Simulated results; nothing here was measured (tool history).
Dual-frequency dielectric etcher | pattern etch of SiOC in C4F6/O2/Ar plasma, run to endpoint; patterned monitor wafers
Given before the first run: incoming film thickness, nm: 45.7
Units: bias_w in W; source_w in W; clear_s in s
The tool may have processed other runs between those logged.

run 1 hour=0 | bias_w=478 source_w=250 | clear_s=17.282
run 2 hour=0.7 | bias_w=456 source_w=250 | clear_s=17.589
run 3 hour=5.9 | bias_w=513 source_w=250 | clear_s=16.794
run 4 hour=7.9 | bias_w=477 source_w=250 | clear_s=17.224
run 5 hour=13.5 | bias_w=477 source_w=280 | clear_s=16.494
run 6 hour=18.7 | bias_w=453 source_w=270 | clear_s=17.088
run 7 hour=23.9 | bias_w=433 source_w=260 | clear_s=17.519
run 8 hour=27.8 | bias_w=416 source_w=250 | clear_s=17.87

For run 9, what comes out?
run 9 hour=31.3 | bias_w=401 source_w=240 | clear_s=?

clear_s: 18.446 s
